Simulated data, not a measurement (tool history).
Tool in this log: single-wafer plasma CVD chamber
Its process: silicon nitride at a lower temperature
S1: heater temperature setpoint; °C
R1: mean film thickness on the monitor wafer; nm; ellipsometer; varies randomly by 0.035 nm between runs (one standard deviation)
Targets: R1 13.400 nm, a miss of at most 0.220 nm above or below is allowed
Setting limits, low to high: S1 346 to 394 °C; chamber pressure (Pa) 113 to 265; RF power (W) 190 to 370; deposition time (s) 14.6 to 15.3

run 1 hour=0.0 | S1=370 chamber_pressure_(Pa)=189 RF_power_(W)=280 deposition_time_(s)=15.3 | R1=16.303
run 2 hour=3.6 | S1=370 chamber_pressure_(Pa)=189 RF_power_(W)=280 deposition_time_(s)=14.6 | R1=15.525
run 3 hour=9.0 | S1=370 chamber_pressure_(Pa)=189 RF_power_(W)=315 deposition_time_(s)=14.6 | R1=16.922
run 4 hour=16.5 | S1=363 chamber_pressure_(Pa)=189 RF_power_(W)=315 deposition_time_(s)=14.6 | R1=16.893
run 5 hour=24.6 | S1=363 chamber_pressure_(Pa)=189 RF_power_(W)=315 deposition_time_(s)=15.3 | R1=17.739
run 6 hour=27.2 | S1=373 chamber_pressure_(Pa)=189 RF_power_(W)=315 deposition_time_(s)=15.3 | R1=17.702
run 7 hour=34.5 | S1=373 chamber_pressure_(Pa)=176 RF_power_(W)=300 deposition_time_(s)=15.3 | R1=16.726
run 8 hour=42.8 | S1=373 chamber_pressure_(Pa)=165 RF_power_(W)=285 deposition_time_(s)=15.3 | R1=15.890
run 9 hour=43.8 | S1=373 chamber_pressure_(Pa)=157 RF_power_(W)=275 deposition_time_(s)=15.3 | R1=15.306
run 10 hour=47.2 | S1=373 chamber_pressure_(Pa)=120 RF_power_(W)=240 deposition_time_(s)=15.2 | R1=12.713
run 11 hour=52.7 | S1=373 chamber_pressure_(Pa)=125 RF_power_(W)=240 deposition_time_(s)=15.2 | R1=12.808
run 12 hour=59.7 | S1=373 chamber_pressure_(Pa)=129 RF_power_(W)=240 deposition_time_(s)=15.2 | R1=12.954
run 13 hour=65.2 | S1=373 chamber_pressure_(Pa)=132 RF_power_(W)=240 deposition_time_(s)=15.2 | R1=13.062
run 14 hour=67.5 | S1=373 chamber_pressure_(Pa)=135 RF_power_(W)=240 deposition_time_(s)=15.2 | R1=13.071
run 15 hour=70.8 | S1=373 chamber_pressure_(Pa)=135 RF_power_(W)=240 deposition_time_(s)=15.2 | R1=13.113
run 16 hour=75.0 | S1=373 chamber_pressure_(Pa)=137 RF_power_(W)=240 deposition_time_(s)=15.2 | R1=13.209

Exercise: of the 4 proposed moves below, exactly one satisfies all targets within the stated allowed misses. Which move is it?
run A hour=79.2 | S1=373 chamber_pressure_(Pa)=144 RF_power_(W)=235 deposition_time_(s)=14.7 | R1=?
run B hour=79.2 | S1=380 chamber_pressure_(Pa)=129 RF_power_(W)=240 deposition_time_(s)=14.8 | R1=?
run C hour=79.2 | S1=377 chamber_pressure_(Pa)=125 RF_power_(W)=245 deposition_time_(s)=15.2 | R1=?
run D hour=79.2 | S1=371 chamber_pressure_(Pa)=152 RF_power_(W)=245 deposition_time_(s)=14.8 | R1=?

move=A R1=12.639
move=B R1=12.522
move=C R1=12.966
move=D R1=13.347
A: moves away from the targets compared with the last run
B: moves away from the targets compared with the last run
C: moves away from the targets compared with the last run
D: all results in spec
The move that meets every target is D.
